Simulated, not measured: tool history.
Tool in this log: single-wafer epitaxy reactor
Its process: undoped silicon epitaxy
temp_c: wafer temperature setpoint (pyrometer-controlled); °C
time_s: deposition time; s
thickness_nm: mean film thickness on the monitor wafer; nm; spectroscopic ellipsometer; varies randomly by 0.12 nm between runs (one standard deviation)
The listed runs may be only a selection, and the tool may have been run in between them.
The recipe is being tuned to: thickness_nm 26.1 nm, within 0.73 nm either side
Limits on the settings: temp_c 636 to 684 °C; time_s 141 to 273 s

run 1 day=0 | temp_c=660 time_s=207 | thickness_nm=48.748
run 2 day=0.208 | temp_c=657 time_s=204 | thickness_nm=45.115
run 3 day=0.242 | temp_c=654 time_s=201 | thickness_nm=40.923
run 4 day=0.588 | temp_c=652 time_s=200 | thickness_nm=38.66
run 5 day=0.942 | temp_c=652 time_s=183 | thickness_nm=35.92
run 6 day=1.254 | temp_c=650 time_s=183 | thickness_nm=34.157
run 7 day=1.479 | temp_c=649 time_s=183 | thickness_nm=32.993
run 8 day=1.521 | temp_c=648 time_s=183 | thickness_nm=32.145
run 9 day=1.888 | temp_c=647 time_s=183 | thickness_nm=31.451
run 10 day=2.179 | temp_c=646 time_s=183 | thickness_nm=30.856
run 11 day=2.529 | temp_c=645 time_s=183 | thickness_nm=29.922
run 12 day=2.729 | temp_c=644 time_s=183 | thickness_nm=29.4
run 13 day=2.808 | temp_c=643 time_s=183 | thickness_nm=28.367

Next run, 5 choices. One meets every target within its allowed miss, the rest don't. Which?
run A day=2.888 | temp_c=643 time_s=198 | thickness_nm=?
run B day=2.888 | temp_c=649 time_s=152 | thickness_nm=?
run C day=2.888 | temp_c=636 time_s=201 | thickness_nm=?
run D day=2.888 | temp_c=651 time_s=174 | thickness_nm=?
run E day=2.888 | temp_c=639 time_s=172 | thickness_nm=?

move=A thickness_nm=30.874
move=B thickness_nm=27.505
move=C thickness_nm=26.271
move=D thickness_nm=33.072
move=E thickness_nm=24.256
A: the biggest miss grows against the last run
B: closes in on the targets versus the last run, not all within tolerance yet
C: meets every target
D: the biggest miss grows against the last run
E: takes the result that was furthest off past its target
The move that meets every target is C.
